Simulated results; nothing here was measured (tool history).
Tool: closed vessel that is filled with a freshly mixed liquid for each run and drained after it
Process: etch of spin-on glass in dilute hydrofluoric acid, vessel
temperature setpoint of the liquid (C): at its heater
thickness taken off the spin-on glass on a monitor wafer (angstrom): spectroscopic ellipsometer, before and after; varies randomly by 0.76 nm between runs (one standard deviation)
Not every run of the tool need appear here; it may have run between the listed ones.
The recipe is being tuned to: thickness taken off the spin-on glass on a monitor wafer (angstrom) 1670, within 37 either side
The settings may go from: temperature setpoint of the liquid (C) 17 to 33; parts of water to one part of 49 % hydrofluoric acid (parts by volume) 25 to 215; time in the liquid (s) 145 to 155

run	hour	temperature setpoint of the liquid (C)	parts of water to one part of 49 % hydrofluoric acid (parts by volume)	time in the liquid (s)	thickness taken off the spin-on glass on a monitor wafer (angstrom)
1	0	25	120	145	482.8
2	3.5	25	150	145	373.46
3	10.7	25	150	145	375.1
4	13.2	25	190	145	279.72
5	16.7	27.5	140	150	464.71
6	22.9	29	105	150	672.55
7	23.4	30	80	150	960.55
8	28.5	31	65	150	1251.9
9	36.7	33	50	150	1793.6
10	41.8	32	50	150	1745.4

Which one of the following 5 next-run settings gets every result inside its allowed miss? There is exactly one.
A	46.9	29.5	45	155	?
B	46.9	30	45	150	?
C	46.9	33	50	155	?
D	46.9	32.5	50	150	?
E	46.9	30	50	155	?

move	thickness taken off the spin-on glass on a monitor wafer (angstrom)
A	1806.6
B	1783.2
C	1848.6
D	1755
E	1645.6
A: the biggest miss grows against the last run
B: the biggest miss grows against the last run
C: the biggest miss grows against the last run
D: the biggest miss grows against the last run
E: all results in spec
Move E is the one to make.
